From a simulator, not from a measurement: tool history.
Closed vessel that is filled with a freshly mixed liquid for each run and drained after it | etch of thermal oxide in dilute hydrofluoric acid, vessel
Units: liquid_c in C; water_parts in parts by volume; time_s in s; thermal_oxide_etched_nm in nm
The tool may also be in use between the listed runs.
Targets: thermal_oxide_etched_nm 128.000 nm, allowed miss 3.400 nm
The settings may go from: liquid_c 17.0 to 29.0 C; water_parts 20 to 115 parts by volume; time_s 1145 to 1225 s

run 1 hour=0.0 | liquid_c=21.0 water_parts=65 time_s=1145 | thermal_oxide_etched_nm=78.798
run 2 hour=9.2 | liquid_c=23.5 water_parts=65 time_s=1145 | thermal_oxide_etched_nm=87.631
run 3 hour=11.2 | liquid_c=23.5 water_parts=50 time_s=1145 | thermal_oxide_etched_nm=115.990
run 4 hour=12.3 | liquid_c=24.0 water_parts=50 time_s=1145 | thermal_oxide_etched_nm=119.080
run 5 hour=14.9 | liquid_c=24.0 water_parts=50 time_s=1145 | thermal_oxide_etched_nm=120.360
run 6 hour=24.0 | liquid_c=24.0 water_parts=35 time_s=1145 | thermal_oxide_etched_nm=172.720
run 7 hour=31.7 | liquid_c=20.0 water_parts=35 time_s=1145 | thermal_oxide_etched_nm=146.650
run 8 hour=38.7 | liquid_c=20.0 water_parts=35 time_s=1145 | thermal_oxide_etched_nm=145.690
run 9 hour=44.7 | liquid_c=19.5 water_parts=35 time_s=1145 | thermal_oxide_etched_nm=140.670

4 next moves are on the table. One of them brings every result within its allowed miss. Which?
run A hour=50.7 | liquid_c=21.5 water_parts=40 time_s=1165 | thermal_oxide_etched_nm=?
run B hour=50.7 | liquid_c=17.0 water_parts=30 time_s=1170 | thermal_oxide_etched_nm=?
run C hour=50.7 | liquid_c=17.5 water_parts=35 time_s=1220 | thermal_oxide_etched_nm=?
run D hour=50.7 | liquid_c=17.0 water_parts=35 time_s=1145 | thermal_oxide_etched_nm=?

move=A thermal_oxide_etched_nm=137.470
move=B thermal_oxide_etched_nm=153.380
move=C thermal_oxide_etched_nm=139.350
move=D thermal_oxide_etched_nm=127.950
A: nearer than the last run, and not there yet
B: further off than the last run
C: nearer than the last run, and not there yet
D: meets every target
Move D is the one to make.
